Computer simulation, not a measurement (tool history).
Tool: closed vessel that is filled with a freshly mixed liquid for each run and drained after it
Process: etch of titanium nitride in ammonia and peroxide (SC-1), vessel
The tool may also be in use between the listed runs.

| run | hour | temperature setpoint of the liquid (C) | parts of water to one part of 30 % peroxide (parts by volume) | parts of 29 % ammonia solution to one part of 30 % peroxide (parts by volume) | time in the liquid (s) | thickness taken off the titanium nitride on a monitor wafer (nm) |
|---|---|---|---|---|---|---|
| 1 | 0 | 46 | 7.5 | 0.45 | 755 | 22.886 |
| 2 | 9.1 | 46 | 7.5 | 0.55 | 755 | 23.874 |
| 3 | 17.2 | 45.5 | 7.5 | 0.55 | 755 | 22.826 |
| 4 | 19.2 | 45.5 | 7.5 | 0.45 | 755 | 22.255 |
| 5 | 25.4 | 45.5 | 7.5 | 0.55 | 755 | 22.684 |
| 6 | 34.7 | 45 | 7.5 | 0.55 | 755 | 21.772 |
| 7 | 42.2 | 44.5 | 7.5 | 0.55 | 755 | 20.978 |
| 8 | 44.8 | 44 | 7.5 | 0.55 | 755 | 20.252 |
| 9 | 47.9 | 43.5 | 7.5 | 0.55 | 755 | 19.695 |

Run 10 comes next. What will it give?
| 10 | 53.9 | 43 | 7.5 | 0.55 | 755 | ? |

{"run 10": {"thickness taken off the titanium nitride on a monitor wafer (nm)": 19.15}}

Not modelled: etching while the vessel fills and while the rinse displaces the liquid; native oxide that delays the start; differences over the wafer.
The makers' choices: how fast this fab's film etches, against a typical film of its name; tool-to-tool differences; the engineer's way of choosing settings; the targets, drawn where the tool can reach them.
